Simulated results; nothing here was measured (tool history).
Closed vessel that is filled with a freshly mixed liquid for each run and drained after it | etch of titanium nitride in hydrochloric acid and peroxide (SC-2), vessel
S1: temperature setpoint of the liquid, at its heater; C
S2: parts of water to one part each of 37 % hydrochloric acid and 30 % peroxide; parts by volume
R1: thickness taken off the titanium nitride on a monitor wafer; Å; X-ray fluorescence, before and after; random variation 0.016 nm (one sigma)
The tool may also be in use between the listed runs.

run 1 hour=0.0 | S1=59.0 S2=7.5 time_in_the_liquid_(s)=330 | R1=144.380
run 2 hour=5.8 | S1=55.5 S2=7.5 time_in_the_liquid_(s)=330 | R1=114.370
run 3 hour=8.6 | S1=53.0 S2=7.5 time_in_the_liquid_(s)=330 | R1=97.721
run 4 hour=13.6 | S1=53.0 S2=7.5 time_in_the_liquid_(s)=330 | R1=97.727
run 5 hour=21.9 | S1=53.0 S2=7.5 time_in_the_liquid_(s)=330 | R1=97.594
run 6 hour=24.4 | S1=53.0 S2=9.0 time_in_the_liquid_(s)=330 | R1=84.516
run 7 hour=27.0 | S1=51.0 S2=9.0 time_in_the_liquid_(s)=330 | R1=74.206

The next listed run, before its measurement:
run 8 hour=32.9 | S1=51.0 S2=9.0 time_in_the_liquid_(s)=330 | R1=?

{"run 8": {"R1": 73.586}}

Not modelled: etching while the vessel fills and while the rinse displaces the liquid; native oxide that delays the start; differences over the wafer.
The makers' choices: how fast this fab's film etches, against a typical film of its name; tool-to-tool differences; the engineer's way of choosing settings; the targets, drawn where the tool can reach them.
